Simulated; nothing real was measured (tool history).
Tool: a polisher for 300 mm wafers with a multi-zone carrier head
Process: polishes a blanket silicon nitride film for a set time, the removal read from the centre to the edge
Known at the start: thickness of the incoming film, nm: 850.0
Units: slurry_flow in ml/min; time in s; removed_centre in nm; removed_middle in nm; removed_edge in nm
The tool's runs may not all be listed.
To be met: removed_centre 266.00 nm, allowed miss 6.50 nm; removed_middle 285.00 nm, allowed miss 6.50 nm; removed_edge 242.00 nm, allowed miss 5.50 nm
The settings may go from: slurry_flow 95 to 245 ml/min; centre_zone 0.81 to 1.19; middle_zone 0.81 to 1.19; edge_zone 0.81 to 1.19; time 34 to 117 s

Run 1, hour 0.0: slurry_flow 155 ml/min, centre_zone 1.00, middle_zone 1.00, edge_zone 1.00, time 75 s. Result: removed_centre 208.92 nm, removed_middle 198.78 nm, removed_edge 197.84 nm.
Run 2, hour 3.2: slurry_flow 140 ml/min, centre_zone 1.00, middle_zone 1.00, edge_zone 1.00, time 75 s. Result: removed_centre 201.51 nm, removed_middle 195.87 nm, removed_edge 196.33 nm.
Run 3, hour 7.3: slurry_flow 155 ml/min, centre_zone 1.00, middle_zone 1.04, edge_zone 1.02, time 77 s. Result: removed_centre 210.25 nm, removed_middle 211.84 nm, removed_edge 207.27 nm.
Run 4, hour 7.9: slurry_flow 170 ml/min, centre_zone 1.01, middle_zone 1.07, edge_zone 1.02, time 78 s. Result: removed_centre 220.01 nm, removed_middle 224.75 nm, removed_edge 208.71 nm.
Run 5, hour 12.2: slurry_flow 170 ml/min, centre_zone 1.08, middle_zone 1.07, edge_zone 1.02, time 78 s. Result: removed_centre 239.03 nm, removed_middle 226.18 nm, removed_edge 210.49 nm.
Run 6, hour 14.5: slurry_flow 170 ml/min, centre_zone 1.08, middle_zone 1.07, edge_zone 0.96, time 78 s. Result: removed_centre 236.08 nm, removed_middle 224.63 nm, removed_edge 205.77 nm.
Run 7, hour 19.7: slurry_flow 180 ml/min, centre_zone 1.08, middle_zone 1.09, edge_zone 1.00, time 79 s. Result: removed_centre 242.73 nm, removed_middle 229.23 nm, removed_edge 212.32 nm.
Run 8, hour 27.8: slurry_flow 180 ml/min, centre_zone 1.08, middle_zone 1.09, edge_zone 1.00, time 79 s. Result: removed_centre 241.62 nm, removed_middle 231.73 nm, removed_edge 212.87 nm.
Run 9, hour 33.1: slurry_flow 190 ml/min, centre_zone 1.08, middle_zone 1.11, edge_zone 1.01, time 81 s. Result: removed_centre 252.28 nm, removed_middle 244.81 nm, removed_edge 223.00 nm.
Run 10, hour 35.8: slurry_flow 235 ml/min, centre_zone 1.03, middle_zone 1.19, edge_zone 1.02, time 84 s. Result: removed_centre 256.24 nm, removed_middle 278.70 nm, removed_edge 233.37 nm.
Run 11, hour 38.5: slurry_flow 235 ml/min, centre_zone 1.03, middle_zone 1.19, edge_zone 1.03, time 84 s. Result: removed_centre 256.51 nm, removed_middle 278.27 nm, removed_edge 235.83 nm.

Which of these 5 next moves meets every target?
Run A, hour 41.2: slurry_flow 235 ml/min, centre_zone 1.05, middle_zone 1.19, edge_zone 1.04, time 86 s. Result: removed_centre ?, removed_middle ?, removed_edge ?.
Run B, hour 41.2: slurry_flow 215 ml/min, centre_zone 1.10, middle_zone 1.18, edge_zone 1.04, time 84 s. Result: removed_centre ?, removed_middle ?, removed_edge ?.
Run C, hour 41.2: slurry_flow 245 ml/min, centre_zone 1.03, middle_zone 1.19, edge_zone 0.93, time 82 s. Result: removed_centre ?, removed_middle ?, removed_edge ?.
Run D, hour 41.2: slurry_flow 245 ml/min, centre_zone 1.05, middle_zone 1.16, edge_zone 1.05, time 83 s. Result: removed_centre ?, removed_middle ?, removed_edge ?.
Run E, hour 41.2: slurry_flow 245 ml/min, centre_zone 0.99, middle_zone 1.19, edge_zone 1.01, time 86 s. Result: removed_centre ?, removed_middle ?, removed_edge ?.

move  removed_centre  removed_middle  removed_edge
   A          268.02          281.50        238.82
   B          270.94          269.85        231.36
   C          252.03          269.81        216.64
   D          260.04          267.06        232.53
   E          253.98          283.00        236.30
A: meets every target
B: brings the result that was furthest off to its target, and leaves another outside
C: further off than the last run
D: brings the result that was furthest off to its target, and leaves another outside
E: further off than the last run
Move A is the one to make.
